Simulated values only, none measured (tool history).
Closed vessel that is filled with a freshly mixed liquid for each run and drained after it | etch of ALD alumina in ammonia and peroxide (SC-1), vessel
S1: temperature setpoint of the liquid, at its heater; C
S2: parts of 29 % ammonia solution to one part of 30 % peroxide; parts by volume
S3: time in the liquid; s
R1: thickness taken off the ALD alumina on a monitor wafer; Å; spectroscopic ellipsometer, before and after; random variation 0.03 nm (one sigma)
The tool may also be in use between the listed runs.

| run | day | S1 | S2 | S3 | R1 |
|---|---|---|---|---|---|
| 1 | 0.000 | 58.0 | 0.40 | 115 | 84.474 |
| 2 | 0.083 | 58.0 | 0.40 | 120 | 88.572 |
| 3 | 0.250 | 58.0 | 0.30 | 120 | 86.305 |
| 4 | 0.496 | 58.0 | 0.35 | 120 | 86.933 |
| 5 | 0.688 | 56.5 | 0.35 | 120 | 80.808 |
| 6 | 0.767 | 56.5 | 0.35 | 115 | 77.644 |
| 7 | 1.092 | 55.5 | 0.35 | 115 | 73.752 |

The next listed run, before its measurement:
| 8 | 1.150 | 54.5 | 0.35 | 115 | ? |

Run 8 gave R1 69.599 Å.

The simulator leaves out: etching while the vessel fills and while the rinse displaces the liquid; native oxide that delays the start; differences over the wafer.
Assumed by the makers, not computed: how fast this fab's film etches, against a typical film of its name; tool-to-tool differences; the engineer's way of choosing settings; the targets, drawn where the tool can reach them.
